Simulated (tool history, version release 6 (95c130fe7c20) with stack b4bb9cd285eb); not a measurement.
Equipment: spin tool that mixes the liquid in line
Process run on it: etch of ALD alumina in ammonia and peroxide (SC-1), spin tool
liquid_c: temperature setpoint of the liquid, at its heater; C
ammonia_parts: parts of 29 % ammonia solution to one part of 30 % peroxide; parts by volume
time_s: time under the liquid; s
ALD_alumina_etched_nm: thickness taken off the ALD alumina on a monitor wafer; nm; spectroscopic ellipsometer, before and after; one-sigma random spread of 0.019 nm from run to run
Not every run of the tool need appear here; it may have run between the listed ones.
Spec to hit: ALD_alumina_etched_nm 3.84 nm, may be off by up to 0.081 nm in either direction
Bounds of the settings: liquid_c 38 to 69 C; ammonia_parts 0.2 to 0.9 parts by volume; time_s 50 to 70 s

run	hour	liquid_c	ammonia_parts	time_s	ALD_alumina_etched_nm
1	0	53	0.5	70	4.4375
2	4.4	52.5	0.5	70	4.3611
3	11.5	52	0.5	70	4.1691
4	14	52	0.5	50	3.004
5	18.5	53	0.5	50	3.1631
6	21	54	0.5	50	3.3451
7	22.1	55	0.5	50	3.5097
8	24.3	55.5	0.5	50	3.6292
9	27.5	56	0.5	50	3.742

Exercise: of the 5 proposed moves below, exactly one satisfies all targets within the stated allowed misses. Which move is it?
A	30.7	54.5	0.6	55	?
B	30.7	57.5	0.65	50	?
C	30.7	54	0.45	55	?
D	30.7	56	0.55	55	?
E	30.7	54	0.5	55	?

move	ALD_alumina_etched_nm
A	3.8419
B	4.1225
C	3.6402
D	4.1258
E	3.6767
A: each result inside its tolerance
B: the result that was furthest off in the last run now lies on the other side of its target
C: moves away from the targets compared with the last run
D: the result that was furthest off in the last run now lies on the other side of its target
E: moves away from the targets compared with the last run
Answer: A

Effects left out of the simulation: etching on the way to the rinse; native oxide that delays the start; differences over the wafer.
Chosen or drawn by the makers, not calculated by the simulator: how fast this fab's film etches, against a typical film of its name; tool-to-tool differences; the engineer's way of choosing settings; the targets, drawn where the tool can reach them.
